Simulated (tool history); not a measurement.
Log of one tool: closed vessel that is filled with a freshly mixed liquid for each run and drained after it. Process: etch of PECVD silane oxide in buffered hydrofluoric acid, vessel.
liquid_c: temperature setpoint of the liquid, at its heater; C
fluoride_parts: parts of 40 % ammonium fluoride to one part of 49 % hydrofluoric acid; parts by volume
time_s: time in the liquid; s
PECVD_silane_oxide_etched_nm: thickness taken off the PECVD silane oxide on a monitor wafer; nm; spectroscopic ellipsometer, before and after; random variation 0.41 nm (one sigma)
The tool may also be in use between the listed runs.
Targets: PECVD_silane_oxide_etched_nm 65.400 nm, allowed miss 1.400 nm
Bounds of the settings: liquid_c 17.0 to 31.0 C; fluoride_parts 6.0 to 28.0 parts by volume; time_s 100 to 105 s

{"run": 1, "hour": 0.0, "liquid_c": 23.0, "fluoride_parts": 17.0, "time_s": 100, "PECVD_silane_oxide_etched_nm": 105.7}
{"run": 2, "hour": 0.7, "liquid_c": 25.5, "fluoride_parts": 17.0, "time_s": 100, "PECVD_silane_oxide_etched_nm": 120.07}
{"run": 3, "hour": 6.0, "liquid_c": 25.5, "fluoride_parts": 17.0, "time_s": 100, "PECVD_silane_oxide_etched_nm": 121.64}
{"run": 4, "hour": 13.0, "liquid_c": 22.0, "fluoride_parts": 17.0, "time_s": 100, "PECVD_silane_oxide_etched_nm": 100.16}
{"run": 5, "hour": 21.4, "liquid_c": 21.0, "fluoride_parts": 17.5, "time_s": 100, "PECVD_silane_oxide_etched_nm": 91.804}
{"run": 6, "hour": 26.6, "liquid_c": 21.0, "fluoride_parts": 17.5, "time_s": 100, "PECVD_silane_oxide_etched_nm": 91.386}
{"run": 7, "hour": 29.7, "liquid_c": 20.0, "fluoride_parts": 18.0, "time_s": 100, "PECVD_silane_oxide_etched_nm": 84.469}
{"run": 8, "hour": 32.3, "liquid_c": 19.5, "fluoride_parts": 18.5, "time_s": 100, "PECVD_silane_oxide_etched_nm": 79.92}

Which of these 4 next moves meets every target?
{"run": "A", "hour": 34.9, "liquid_c": 18.5, "fluoride_parts": 17.0, "time_s": 105, "PECVD_silane_oxide_etched_nm": "?"}
{"run": "B", "hour": 34.9, "liquid_c": 18.5, "fluoride_parts": 20.5, "time_s": 105, "PECVD_silane_oxide_etched_nm": "?"}
{"run": "C", "hour": 34.9, "liquid_c": 19.5, "fluoride_parts": 24.0, "time_s": 100, "PECVD_silane_oxide_etched_nm": "?"}
{"run": "D", "hour": 34.9, "liquid_c": 18.0, "fluoride_parts": 15.0, "time_s": 105, "PECVD_silane_oxide_etched_nm": "?"}

move=A PECVD_silane_oxide_etched_nm=86.316
move=B PECVD_silane_oxide_etched_nm=72.270
move=C PECVD_silane_oxide_etched_nm=65.321
move=D PECVD_silane_oxide_etched_nm=94.915
A: further off than the last run
B: nearer than the last run, and not there yet
C: meets every target
D: further off than the last run
Answer: C
